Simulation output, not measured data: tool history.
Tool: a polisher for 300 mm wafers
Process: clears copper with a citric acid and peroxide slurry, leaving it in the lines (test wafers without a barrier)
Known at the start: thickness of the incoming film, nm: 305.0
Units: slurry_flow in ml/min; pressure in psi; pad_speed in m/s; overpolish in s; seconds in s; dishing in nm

| run | hour | slurry_flow | pressure | pad_speed | slurry_solids | overpolish | seconds | dishing |
|---|---|---|---|---|---|---|---|---|
| 1 | 0 | 175 | 2.6 | 1.42 | 1 | 17 | 102.61 | 35.719 |
| 2 | 8.6 | 175 | 2.6 | 1.42 | 1 | 20 | 103.74 | 42.276 |
| 3 | 13.7 | 175 | 2.6 | 1.68 | 1 | 20 | 86.341 | 47.011 |
| 4 | 17.2 | 160 | 2.3 | 1.74 | 0.9 | 17 | 97.911 | 36.033 |
| 5 | 19.8 | 160 | 2.3 | 1.92 | 0.9 | 17 | 86.094 | 39.421 |
| 6 | 20.7 | 160 | 2.3 | 1.92 | 0.9 | 14 | 86.081 | 33.436 |
| 7 | 26.5 | 150 | 2.1 | 1.94 | 0.85 | 12 | 97.33 | 26.616 |

The next listed run, before its measurement:
| 8 | 31.1 | 140 | 1.9 | 1.98 | 0.8 | 10 | ? | ? |

{"run 8": {"seconds": 104.53, "dishing": 21.94}}

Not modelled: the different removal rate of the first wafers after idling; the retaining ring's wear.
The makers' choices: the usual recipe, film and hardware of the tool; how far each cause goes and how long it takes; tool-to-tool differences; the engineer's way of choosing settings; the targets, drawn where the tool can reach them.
